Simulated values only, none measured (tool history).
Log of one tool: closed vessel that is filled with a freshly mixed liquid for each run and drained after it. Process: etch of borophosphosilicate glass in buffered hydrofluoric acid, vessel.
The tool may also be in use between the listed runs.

run  hour  temperature setpoint of the liquid (C)  parts of 40 % ammonium fluoride to one part of 49 % hydrofluoric acid (parts by volume)  time in the liquid (s)  thickness taken off the borophosphosilicate glass on a monitor wafer (angstrom)
  1     0                                      24                                                                                       21                      30                                                                           203.92
  2   5.3                                      26                                                                                       18                      30                                                                           262.48
  3   7.5                                      26                                                                                       18                      30                                                                           263.43
  4  10.1                                      26                                                                                       18                      30                                                                           261.89
  5  18.5                                    27.5                                                                                     16.5                      30                                                                           308.74
  6  20.8                                    28.5                                                                                     15.5                      30                                                                           349.22
  7  25.8                                    29.5                                                                                       15                      30                                                                           380.15
  8  26.9                                      30                                                                                     14.5                      30                                                                           403.69
  9  31.6                                    30.5                                                                                     14.5                      30                                                                           417.79

Run 10 comes next. What will it give?
 10  39.7                                      32                                                                                       13                      30                                                                                ?

{"run 10": {"thickness taken off the borophosphosilicate glass on a monitor wafer (angstrom)": 499.57}}
